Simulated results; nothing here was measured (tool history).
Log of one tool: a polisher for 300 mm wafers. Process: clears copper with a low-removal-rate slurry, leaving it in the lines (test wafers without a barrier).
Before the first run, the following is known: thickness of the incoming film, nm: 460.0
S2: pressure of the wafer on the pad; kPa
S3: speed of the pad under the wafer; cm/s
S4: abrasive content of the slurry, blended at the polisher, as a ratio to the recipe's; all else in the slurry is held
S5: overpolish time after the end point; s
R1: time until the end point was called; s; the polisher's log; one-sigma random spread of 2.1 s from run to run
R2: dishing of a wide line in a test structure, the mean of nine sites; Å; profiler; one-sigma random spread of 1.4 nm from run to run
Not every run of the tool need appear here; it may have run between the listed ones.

{"run": 1, "hour": 0.0, "flow of slurry (ml/min)": 170, "S2": 28.3, "S3": 118, "S4": 1.0, "S5": 23, "R1": 86.266, "R2": 583.0}
{"run": 2, "hour": 2.9, "flow of slurry (ml/min)": 170, "S2": 28.3, "S3": 130, "S4": 1.0, "S5": 23, "R1": 80.742, "R2": 595.71}
{"run": 3, "hour": 5.4, "flow of slurry (ml/min)": 170, "S2": 28.3, "S3": 142, "S4": 1.0, "S5": 23, "R1": 76.303, "R2": 628.42}
{"run": 4, "hour": 13.4, "flow of slurry (ml/min)": 170, "S2": 26.9, "S3": 140, "S4": 1.0, "S5": 24, "R1": 77.291, "R2": 652.59}
{"run": 5, "hour": 17.1, "flow of slurry (ml/min)": 170, "S2": 26.9, "S3": 140, "S4": 1.0, "S5": 19, "R1": 79.685, "R2": 530.72}
{"run": 6, "hour": 23.3, "flow of slurry (ml/min)": 170, "S2": 26.9, "S3": 140, "S4": 1.1, "S5": 19, "R1": 78.968, "R2": 540.11}
{"run": 7, "hour": 23.9, "flow of slurry (ml/min)": 170, "S2": 25.5, "S3": 138, "S4": 1.1, "S5": 21, "R1": 86.448, "R2": 548.88}
{"run": 8, "hour": 26.7, "flow of slurry (ml/min)": 170, "S2": 24.1, "S3": 138, "S4": 1.1, "S5": 22, "R1": 84.484, "R2": 547.11}
{"run": 9, "hour": 28.3, "flow of slurry (ml/min)": 170, "S2": 22.8, "S3": 134, "S4": 1.1, "S5": 24, "R1": 96.19, "R2": 546.85}
{"run": 10, "hour": 29.2, "flow of slurry (ml/min)": 170, "S2": 22.1, "S3": 134, "S4": 1.1, "S5": 25, "R1": 99.791, "R2": 559.9}
{"run": 11, "hour": 32.8, "flow of slurry (ml/min)": 170, "S2": 21.4, "S3": 134, "S4": 1.1, "S5": 26, "R1": 100.53, "R2": 570.68}
{"run": 12, "hour": 34.0, "flow of slurry (ml/min)": 170, "S2": 20.7, "S3": 134, "S4": 1.1, "S5": 27, "R1": 105.97, "R2": 556.78}
{"run": 13, "hour": 37.7, "flow of slurry (ml/min)": 170, "S2": 20.7, "S3": 134, "S4": 1.1, "S5": 28, "R1": 106.58, "R2": 579.22}
{"run": 14, "hour": 42.8, "flow of slurry (ml/min)": 170, "S2": 20.7, "S3": 134, "S4": 1.1, "S5": 29, "R1": 104.55, "R2": 572.78}

The next listed run, before its measurement:
{"run": 15, "hour": 46.9, "flow of slurry (ml/min)": 170, "S2": 20.0, "S3": 134, "S4": 1.1, "S5": 30, "R1": "?", "R2": "?"}

{"run 15": {"R1": 106.81, "R2": 579.98}}

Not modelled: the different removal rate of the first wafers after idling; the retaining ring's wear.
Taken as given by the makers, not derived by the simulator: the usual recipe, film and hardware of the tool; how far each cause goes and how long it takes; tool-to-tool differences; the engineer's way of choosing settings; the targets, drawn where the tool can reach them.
